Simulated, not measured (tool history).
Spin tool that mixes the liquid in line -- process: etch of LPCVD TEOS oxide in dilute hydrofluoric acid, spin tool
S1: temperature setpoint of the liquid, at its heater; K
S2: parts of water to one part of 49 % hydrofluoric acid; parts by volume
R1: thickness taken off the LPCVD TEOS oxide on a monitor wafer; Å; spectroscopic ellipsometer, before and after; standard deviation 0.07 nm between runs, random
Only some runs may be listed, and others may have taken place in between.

{"run": 1, "hour": 0.0, "S1": 294.15, "S2": 160, "time under the liquid (s)": 40, "R1": 67.623}
{"run": 2, "hour": 5.5, "S1": 294.15, "S2": 160, "time under the liquid (s)": 40, "R1": 66.97}
{"run": 3, "hour": 9.5, "S1": 290.65, "S2": 160, "time under the liquid (s)": 40, "R1": 58.767}
{"run": 4, "hour": 11.1, "S1": 292.15, "S2": 155, "time under the liquid (s)": 40, "R1": 64.654}
{"run": 5, "hour": 16.3, "S1": 292.15, "S2": 155, "time under the liquid (s)": 40, "R1": 64.778}
{"run": 6, "hour": 17.4, "S1": 293.15, "S2": 150, "time under the liquid (s)": 40, "R1": 70.517}
{"run": 7, "hour": 19.4, "S1": 294.15, "S2": 145, "time under the liquid (s)": 40, "R1": 76.183}

What will run 8 give?
{"run": 8, "hour": 24.4, "S1": 295.15, "S2": 145, "time under the liquid (s)": 40, "R1": "?"}

Run 8 gave R1 78.818 Å.
